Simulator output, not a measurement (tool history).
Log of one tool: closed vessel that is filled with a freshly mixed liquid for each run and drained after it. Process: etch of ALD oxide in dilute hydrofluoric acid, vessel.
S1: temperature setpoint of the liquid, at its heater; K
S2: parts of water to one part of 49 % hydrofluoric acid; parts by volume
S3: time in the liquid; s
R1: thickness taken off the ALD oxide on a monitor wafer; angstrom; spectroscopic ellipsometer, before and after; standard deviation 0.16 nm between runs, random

| run | hour | S1 | S2 | S3 | R1 |
|---|---|---|---|---|---|
| 1 | 0.0 | 294.15 | 40 | 30 | 93.750 |
| 2 | 3.7 | 295.15 | 40 | 30 | 99.895 |
| 3 | 11.4 | 295.15 | 40 | 30 | 101.160 |
| 4 | 15.3 | 296.15 | 40 | 30 | 104.960 |
| 5 | 20.3 | 296.65 | 40 | 30 | 107.120 |
| 6 | 21.3 | 296.65 | 45 | 30 | 94.321 |
| 7 | 28.3 | 297.15 | 45 | 30 | 96.604 |

For run 8, what comes out?
| 8 | 33.4 | 297.65 | 45 | 30 | ? |

R1: 98.564 angstrom
